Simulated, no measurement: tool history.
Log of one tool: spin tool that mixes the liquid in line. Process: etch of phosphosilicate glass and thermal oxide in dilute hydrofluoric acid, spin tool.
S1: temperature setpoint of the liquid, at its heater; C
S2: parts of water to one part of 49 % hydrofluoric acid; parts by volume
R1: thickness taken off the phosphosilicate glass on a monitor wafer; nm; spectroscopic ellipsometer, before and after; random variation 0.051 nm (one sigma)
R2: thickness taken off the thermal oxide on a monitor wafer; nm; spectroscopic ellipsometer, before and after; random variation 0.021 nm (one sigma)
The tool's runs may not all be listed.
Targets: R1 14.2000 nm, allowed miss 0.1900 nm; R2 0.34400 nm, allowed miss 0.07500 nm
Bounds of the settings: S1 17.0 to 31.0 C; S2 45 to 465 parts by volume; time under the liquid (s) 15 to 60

{"run": 1, "hour": 0.0, "S1": 23.0, "S2": 255, "time under the liquid (s)": 30, "R1": 18.925, "R2": 0.45061}
{"run": 2, "hour": 7.1, "S1": 21.0, "S2": 260, "time under the liquid (s)": 30, "R1": 17.132, "R2": 0.43511}
{"run": 3, "hour": 7.7, "S1": 21.0, "S2": 320, "time under the liquid (s)": 30, "R1": 13.142, "R2": 0.30253}
{"run": 4, "hour": 9.5, "S1": 21.0, "S2": 395, "time under the liquid (s)": 30, "R1": 9.9635, "R2": 0.22388}
{"run": 5, "hour": 14.5, "S1": 22.5, "S2": 395, "time under the liquid (s)": 30, "R1": 10.45, "R2": 0.24983}
{"run": 6, "hour": 18.3, "S1": 22.5, "S2": 395, "time under the liquid (s)": 20, "R1": 6.9908, "R2": 0.15997}
{"hour": 22.4, "done": "thermometer replaced"}
{"run": 7, "hour": 22.4, "S1": 25.5, "S2": 360, "time under the liquid (s)": 20, "R1": 8.1646, "R2": 0.19196}
{"run": 8, "hour": 31.4, "S1": 27.0, "S2": 320, "time under the liquid (s)": 20, "R1": 10.157, "R2": 0.26008}
{"run": 9, "hour": 38.4, "S1": 28.0, "S2": 295, "time under the liquid (s)": 20, "R1": 11.698, "R2": 0.28569}
{"run": 10, "hour": 45.7, "S1": 29.0, "S2": 285, "time under the liquid (s)": 20, "R1": 12.706, "R2": 0.30496}
{"run": 11, "hour": 46.9, "S1": 29.5, "S2": 280, "time under the liquid (s)": 20, "R1": 13.15, "R2": 0.29513}
{"run": 12, "hour": 50.0, "S1": 30.0, "S2": 275, "time under the liquid (s)": 20, "R1": 13.618, "R2": 0.34654}
{"run": 13, "hour": 54.2, "S1": 30.5, "S2": 275, "time under the liquid (s)": 20, "R1": 13.984, "R2": 0.32745}

Which of these 4 next moves meets every target?
{"run": "A", "hour": 58.4, "S1": 31.0, "S2": 400, "time under the liquid (s)": 35, "R1": "?", "R2": "?"}
{"run": "B", "hour": 58.4, "S1": 28.0, "S2": 300, "time under the liquid (s)": 25, "R1": "?", "R2": "?"}
{"run": "C", "hour": 58.4, "S1": 29.5, "S2": 215, "time under the liquid (s)": 15, "R1": "?", "R2": "?"}
{"run": "D", "hour": 58.4, "S1": 31.0, "S2": 265, "time under the liquid (s)": 20, "R1": "?", "R2": "?"}

move=A R1=14.7600 R2=0.36133
move=B R1=14.1910 R2=0.34740
move=C R1=13.7460 R2=0.33650
move=D R1=14.7410 R2=0.36087
A: takes the result that was furthest off past its target
B: meets every target
C: further off than the last run
D: takes the result that was furthest off past its target
The right move is B.

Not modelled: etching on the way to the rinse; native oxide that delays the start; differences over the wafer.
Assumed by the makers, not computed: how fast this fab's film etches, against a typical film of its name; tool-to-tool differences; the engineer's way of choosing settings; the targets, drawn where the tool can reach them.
